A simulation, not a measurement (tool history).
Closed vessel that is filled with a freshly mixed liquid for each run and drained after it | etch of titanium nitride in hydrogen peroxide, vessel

run,hour,temperature setpoint of the liquid (C),concentration of hydrogen peroxide in the mixed liquid (% by weight),time in the liquid (s),thickness taken off the titanium nitride on a monitor wafer (nm)
1,0.0,50.0,16,645,14.9400
2,6.9,48.5,16,645,13.6310
3,8.7,47.0,16,645,12.0870
4,15.5,46.0,16,645,11.1890
5,20.0,45.0,16,645,10.5170
6,23.2,44.0,16,645,9.6256
7,27.0,43.5,16,645,9.1906

Run 8, settings as shown, results not yet in. Your forecast:
8,29.7,43.0,16,645,?

Run 8 came out at thickness taken off the titanium nitride on a monitor wafer (nm) 8.8723.
